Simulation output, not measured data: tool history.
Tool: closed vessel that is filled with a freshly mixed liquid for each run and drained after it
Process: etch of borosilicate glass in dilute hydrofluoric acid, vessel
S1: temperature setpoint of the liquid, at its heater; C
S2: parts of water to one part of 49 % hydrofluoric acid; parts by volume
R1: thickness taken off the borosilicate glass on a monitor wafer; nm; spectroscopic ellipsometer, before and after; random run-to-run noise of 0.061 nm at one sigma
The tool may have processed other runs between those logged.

{"run": 1, "day": 0.0, "S1": 21, "S2": 135, "time in the liquid (s)": 35, "R1": 8.5398}
{"run": 2, "day": 0.171, "S1": 17.5, "S2": 135, "time in the liquid (s)": 35, "R1": 7.4059}
{"run": 3, "day": 0.317, "S1": 20.5, "S2": 135, "time in the liquid (s)": 35, "R1": 8.3325}
{"run": 4, "day": 0.596, "S1": 20.5, "S2": 185, "time in the liquid (s)": 35, "R1": 5.7897}
{"run": 5, "day": 0.646, "S1": 23, "S2": 170, "time in the liquid (s)": 35, "R1": 7.0134}
{"run": 6, "day": 0.95, "S1": 22, "S2": 170, "time in the liquid (s)": 35, "R1": 6.7288}
{"run": 7, "day": 1.079, "S1": 22, "S2": 170, "time in the liquid (s)": 35, "R1": 6.6771}
{"run": 8, "day": 1.408, "S1": 22, "S2": 170, "time in the liquid (s)": 35, "R1": 6.7431}
{"run": 9, "day": 1.579, "S1": 24, "S2": 160, "time in the liquid (s)": 35, "R1": 7.9284}
{"run": 10, "day": 1.667, "S1": 25.5, "S2": 155, "time in the liquid (s)": 35, "R1": 8.6445}

Run 11 is up next; what results do you expect?
{"run": 11, "day": 1.921, "S1": 26.5, "S2": 150, "time in the liquid (s)": 35, "R1": "?"}

R1: 9.3187 nm
